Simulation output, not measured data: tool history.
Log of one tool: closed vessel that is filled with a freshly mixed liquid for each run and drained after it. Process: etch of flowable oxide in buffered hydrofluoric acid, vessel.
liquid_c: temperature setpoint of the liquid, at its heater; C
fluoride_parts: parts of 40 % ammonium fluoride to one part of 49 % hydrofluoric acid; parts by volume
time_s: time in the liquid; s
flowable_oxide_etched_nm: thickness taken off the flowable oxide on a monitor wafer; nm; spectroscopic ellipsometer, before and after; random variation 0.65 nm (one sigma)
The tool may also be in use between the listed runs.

run 1 hour=0 | liquid_c=24 fluoride_parts=15.5 time_s=35 | flowable_oxide_etched_nm=88.639
run 2 hour=4.6 | liquid_c=27 fluoride_parts=15.5 time_s=35 | flowable_oxide_etched_nm=104.27
run 3 hour=5.3 | liquid_c=26.5 fluoride_parts=15.5 time_s=35 | flowable_oxide_etched_nm=101.79
run 4 hour=7.3 | liquid_c=26.5 fluoride_parts=15.5 time_s=35 | flowable_oxide_etched_nm=100.67
run 5 hour=12.2 | liquid_c=30 fluoride_parts=15.5 time_s=35 | flowable_oxide_etched_nm=122.42
run 6 hour=19.6 | liquid_c=30 fluoride_parts=19 time_s=35 | flowable_oxide_etched_nm=100.4

Run 7 comes next. What will it give?
run 7 hour=26.1 | liquid_c=29.5 fluoride_parts=19 time_s=35 | flowable_oxide_etched_nm=?

{"run 7": {"flowable_oxide_etched_nm": 97.733}}
